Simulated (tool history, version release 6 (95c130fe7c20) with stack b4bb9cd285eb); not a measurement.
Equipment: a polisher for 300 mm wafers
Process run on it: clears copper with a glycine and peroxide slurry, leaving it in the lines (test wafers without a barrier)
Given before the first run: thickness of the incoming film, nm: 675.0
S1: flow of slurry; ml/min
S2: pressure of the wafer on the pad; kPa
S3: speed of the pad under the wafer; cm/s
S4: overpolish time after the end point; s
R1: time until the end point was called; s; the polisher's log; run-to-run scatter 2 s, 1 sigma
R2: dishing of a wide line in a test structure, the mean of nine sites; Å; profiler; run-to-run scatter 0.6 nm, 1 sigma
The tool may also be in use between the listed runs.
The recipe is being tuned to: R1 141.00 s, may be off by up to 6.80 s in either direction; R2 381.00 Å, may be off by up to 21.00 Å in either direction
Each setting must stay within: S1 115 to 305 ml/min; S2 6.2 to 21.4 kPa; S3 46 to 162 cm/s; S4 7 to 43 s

Run 1, hour 0.0: S1 195 ml/min, S2 13.8 kPa, S3 104 cm/s, S4 22 s. Result: R1 191.94 s, R2 457.55 Å.
Run 2, hour 2.9: S1 200 ml/min, S2 15.2 kPa, S3 106 cm/s, S4 19 s. Result: R1 175.69 s, R2 436.60 Å.
Run 3, hour 4.8: S1 200 ml/min, S2 15.9 kPa, S3 106 cm/s, S4 17 s. Result: R1 176.37 s, R2 398.45 Å.
Run 4, hour 9.4: S1 200 ml/min, S2 15.9 kPa, S3 106 cm/s, S4 14 s. Result: R1 168.52 s, R2 338.20 Å.
Run 5, hour 13.5: S1 200 ml/min, S2 15.9 kPa, S3 82 cm/s, S4 14 s. Result: R1 207.85 s, R2 284.33 Å.
Run 6, hour 22.3: S1 220 ml/min, S2 15.9 kPa, S3 82 cm/s, S4 14 s. Result: R1 201.83 s, R2 284.03 Å.
Run 7, hour 28.2: S1 225 ml/min, S2 17.2 kPa, S3 84 cm/s, S4 14 s. Result: R1 188.98 s, R2 306.80 Å.
Run 8, hour 35.3: S1 230 ml/min, S2 18.6 kPa, S3 88 cm/s, S4 14 s. Result: R1 170.56 s, R2 342.54 Å.
Run 9, hour 38.3: S1 235 ml/min, S2 19.3 kPa, S3 90 cm/s, S4 14 s. Result: R1 166.54 s, R2 354.53 Å.
Run 10, hour 40.0: S1 235 ml/min, S2 20.0 kPa, S3 92 cm/s, S4 13 s. Result: R1 156.52 s, R2 340.27 Å.
Run 11, hour 42.5: S1 235 ml/min, S2 20.7 kPa, S3 94 cm/s, S4 13 s. Result: R1 151.12 s, R2 361.23 Å.
Run 12, hour 45.2: S1 235 ml/min, S2 20.7 kPa, S3 96 cm/s, S4 13 s. Result: R1 150.36 s, R2 357.09 Å.

Pick the move, out of 4, that brings all results within their allowed miss; only one does.
Run A, hour 47.9: S1 305 ml/min, S2 21.4 kPa, S3 94 cm/s, S4 13 s. Result: R1 ?, R2 ?.
Run B, hour 47.9: S1 225 ml/min, S2 20.7 kPa, S3 96 cm/s, S4 12 s. Result: R1 ?, R2 ?.
Run C, hour 47.9: S1 235 ml/min, S2 21.4 kPa, S3 114 cm/s, S4 12 s. Result: R1 ?, R2 ?.
Run D, hour 47.9: S1 205 ml/min, S2 21.4 kPa, S3 114 cm/s, S4 11 s. Result: R1 ?, R2 ?.

move      R1      R2
   A  145.50  377.44
   B  151.58  338.58
   C  128.09  392.19
   D  130.41  357.54
A: each result inside its tolerance
B: its largest miss is bigger than the last run's
C: carries the result that was furthest off beyond its target, to the other side
D: carries the result that was furthest off beyond its target, to the other side
So the answer is move A, the one that meets all the targets.

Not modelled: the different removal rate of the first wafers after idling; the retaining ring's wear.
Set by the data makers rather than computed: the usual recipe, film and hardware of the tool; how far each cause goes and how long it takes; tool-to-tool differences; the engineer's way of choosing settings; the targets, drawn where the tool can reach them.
